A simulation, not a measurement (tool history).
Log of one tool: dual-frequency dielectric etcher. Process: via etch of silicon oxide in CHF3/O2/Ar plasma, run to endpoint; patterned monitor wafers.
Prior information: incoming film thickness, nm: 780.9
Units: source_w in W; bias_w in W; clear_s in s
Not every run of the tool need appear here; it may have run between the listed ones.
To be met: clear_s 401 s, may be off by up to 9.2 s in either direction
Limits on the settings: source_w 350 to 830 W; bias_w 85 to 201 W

| run | hour | source_w | bias_w | clear_s |
|---|---|---|---|---|
| 1 | 0 | 590 | 143 | 458.39 |
| 2 | 5.1 | 550 | 143 | 476 |
| 3 | 13.7 | 550 | 119 | 497.34 |
| 4 | 16.1 | 600 | 123 | 473.57 |
| 5 | 18.2 | 530 | 123 | 507.25 |
| 6 | 26.8 | 640 | 123 | 454.77 |
| 7 | 32 | 640 | 123 | 454.67 |
| 8 | 34.4 | 670 | 124 | 446.34 |
| 9 | 37.1 | 690 | 125 | 434.47 |
| 10 | 38.3 | 710 | 126 | 432.07 |
| 11 | 45.4 | 730 | 127 | 422.91 |

Below are 4 possible settings for the next run. Only one of them brings all results inside the allowed miss of their targets. Which is it?
| A | 52.5 | 680 | 118 | ? |
| B | 52.5 | 760 | 176 | ? |
| C | 52.5 | 830 | 138 | ? |
| D | 52.5 | 820 | 122 | ? |

| move | clear_s |
|---|---|
| A | 444.83 |
| B | 377.2 |
| C | 386.86 |
| D | 401.86 |
A: further off than the last run
B: carries the result that was furthest off beyond its target, to the other side
C: carries the result that was furthest off beyond its target, to the other side
D: each result inside its tolerance
Correct choice: D, which meets every target
